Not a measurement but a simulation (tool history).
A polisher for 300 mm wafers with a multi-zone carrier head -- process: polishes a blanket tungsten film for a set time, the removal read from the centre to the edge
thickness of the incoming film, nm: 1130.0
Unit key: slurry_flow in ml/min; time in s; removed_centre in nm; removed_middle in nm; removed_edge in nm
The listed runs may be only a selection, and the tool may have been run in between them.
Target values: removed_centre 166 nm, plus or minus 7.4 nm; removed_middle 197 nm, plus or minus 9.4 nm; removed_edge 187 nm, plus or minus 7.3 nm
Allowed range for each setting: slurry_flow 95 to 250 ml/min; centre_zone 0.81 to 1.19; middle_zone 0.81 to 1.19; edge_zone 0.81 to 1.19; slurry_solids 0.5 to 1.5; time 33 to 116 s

run,day,slurry_flow,centre_zone,middle_zone,edge_zone,slurry_solids,time,removed_centre,removed_middle,removed_edge
1,0,160,1,1,1,1,74,214.7,211.91,225.74
2,0.288,160,0.99,1.01,0.99,0.95,74,208.03,211.11,220.47
3,0.467,160,0.98,1.01,0.98,0.95,74,202.66,210.46,212.92
4,0.675,160,0.98,0.96,0.98,0.95,74,203.25,199.55,218.08
5,0.892,160,0.98,0.88,0.98,0.95,74,204.4,189.28,218.02
6,1.171,160,0.98,0.88,0.98,0.95,64,172.05,160.95,190.43
# day 1.483: edge zone pressure recalibrated
7,1.483,160,0.98,0.88,0.98,0.95,64,175.83,162.07,183.07
8,1.75,160,0.97,0.9,0.98,0.95,64,172.29,171.03,177.24
9,1.975,160,0.96,0.91,1,0.95,64,174.69,168.18,184.12
10,2.071,155,0.94,0.92,1.01,0.95,64,168.51,166.4,181.77
11,2.192,155,0.93,0.93,1.02,0.95,64,167.21,168.86,179.24
12,2.488,155,0.92,0.94,1.03,0.95,64,167.36,169.74,182.95
13,2.642,155,0.91,0.95,1.03,0.95,64,162.63,176.29,182.54
14,2.85,160,0.91,0.96,1.03,0.95,64,165.88,170.54,181.95
15,2.921,155,0.91,0.97,1.03,0.95,64,168.02,174.58,185.63
16,3.246,155,0.9,0.98,1.03,0.95,64,160.17,174.68,184.32
17,3.442,160,0.9,0.99,1.03,0.95,64,162.45,178.07,179.73
18,3.588,160,0.9,1,1.03,0.95,64,165.68,180.56,180.54

4 next moves are on the table. One of them brings every result within its allowed miss. Which?
A,3.733,165,0.92,0.93,1.01,0.8,68,?,?,?
B,3.733,150,0.9,0.89,0.99,0.95,66,?,?,?
C,3.733,190,0.94,1.14,1.11,1.05,60,?,?,?
D,3.733,150,0.83,1.07,1.01,1,66,?,?,?

move,removed_centre,removed_middle,removed_edge
A,165.89,174.43,186.1
B,162.16,168.47,185.48
C,164.96,200.85,187.47
D,151.71,199.5,189.43
A: its largest miss is bigger than the last run's
B: its largest miss is bigger than the last run's
C: all results land within tolerance of their targets
D: the furthest-off result lands on target, but another misses its tolerance
So the answer is move C, the one that meets all the targets.
